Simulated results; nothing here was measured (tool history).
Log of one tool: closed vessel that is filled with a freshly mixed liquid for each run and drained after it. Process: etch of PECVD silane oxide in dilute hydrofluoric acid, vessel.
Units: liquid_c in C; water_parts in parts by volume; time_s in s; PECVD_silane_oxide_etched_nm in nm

run,hour,liquid_c,water_parts,time_s,PECVD_silane_oxide_etched_nm
1,0.0,24.0,205,100,18.614
2,4.6,26.0,170,100,25.216
3,13.0,26.0,170,110,28.018
4,21.8,26.0,170,110,27.887
5,23.8,26.0,220,110,20.337
6,25.1,26.0,245,110,17.904
7,29.6,27.5,205,110,23.233
8,34.7,28.5,170,110,30.590
9,42.9,32.0,90,110,73.626
10,51.8,31.0,90,110,70.785
11,55.6,30.0,90,110,67.735
12,61.8,29.0,90,110,65.274

The next listed run, before its measurement:
13,62.8,28.0,90,110,?

{"run 13": {"PECVD_silane_oxide_etched_nm": 62.497}}

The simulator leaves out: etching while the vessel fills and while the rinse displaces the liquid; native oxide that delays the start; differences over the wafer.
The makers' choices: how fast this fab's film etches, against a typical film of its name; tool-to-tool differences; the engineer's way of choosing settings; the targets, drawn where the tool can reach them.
